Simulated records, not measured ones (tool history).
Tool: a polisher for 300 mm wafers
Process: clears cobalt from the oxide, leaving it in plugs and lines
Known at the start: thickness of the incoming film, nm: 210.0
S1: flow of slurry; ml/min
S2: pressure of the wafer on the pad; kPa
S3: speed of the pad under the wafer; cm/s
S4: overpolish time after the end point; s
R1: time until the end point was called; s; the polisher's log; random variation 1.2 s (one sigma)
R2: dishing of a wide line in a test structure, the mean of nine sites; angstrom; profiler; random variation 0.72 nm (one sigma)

| run | day | S1 | S2 | S3 | S4 | R1 | R2 |
|---|---|---|---|---|---|---|---|
| 1 | 0 | 295 | 9 | 92 | 21 | 69.684 | 319.4 |
| 2 | 0.254 | 295 | 8.3 | 92 | 24 | 73.495 | 343.31 |
| 3 | 0.288 | 295 | 8.3 | 80 | 24 | 83.793 | 330.11 |
| 4 | 0.542 | 295 | 7.6 | 80 | 26 | 88.554 | 343.08 |
| 5 | 0.812 | 295 | 9 | 80 | 26 | 81.109 | 347.69 |
| 6 | 0.988 | 295 | 8.3 | 80 | 27 | 84.283 | 337.84 |

Forecast run 7:
| 7 | 1.208 | 295 | 8.3 | 80 | 27 | ? | ? |

R1: 83.394 s
R2: 335.27 angstrom

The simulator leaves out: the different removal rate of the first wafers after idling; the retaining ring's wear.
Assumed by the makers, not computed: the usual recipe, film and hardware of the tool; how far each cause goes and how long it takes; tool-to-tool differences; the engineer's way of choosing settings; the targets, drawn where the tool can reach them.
